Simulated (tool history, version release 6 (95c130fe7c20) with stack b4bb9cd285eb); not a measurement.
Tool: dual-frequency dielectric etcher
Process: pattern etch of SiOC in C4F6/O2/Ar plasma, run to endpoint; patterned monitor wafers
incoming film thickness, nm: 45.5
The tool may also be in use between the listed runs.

run 1 day=0 | bias_power_(W)=448 source_power_(W)=390 | endpoint_time_(s)=16.375
run 2 day=0.333 | bias_power_(W)=448 source_power_(W)=440 | endpoint_time_(s)=15.256
run 3 day=0.371 | bias_power_(W)=524 source_power_(W)=440 | endpoint_time_(s)=14.519
run 4 day=0.558 | bias_power_(W)=451 source_power_(W)=440 | endpoint_time_(s)=15.302
run 5 day=0.754 | bias_power_(W)=406 source_power_(W)=410 | endpoint_time_(s)=16.592
run 6 day=1.021 | bias_power_(W)=371 source_power_(W)=400 | endpoint_time_(s)=17.553
run 7 day=1.171 | bias_power_(W)=352 source_power_(W)=400 | endpoint_time_(s)=17.674
run 8 day=1.438 | bias_power_(W)=334 source_power_(W)=400 | endpoint_time_(s)=18.298

The next listed run, before its measurement:
run 9 day=1.462 | bias_power_(W)=334 source_power_(W)=400 | endpoint_time_(s)=?

endpoint time (s): 18.184
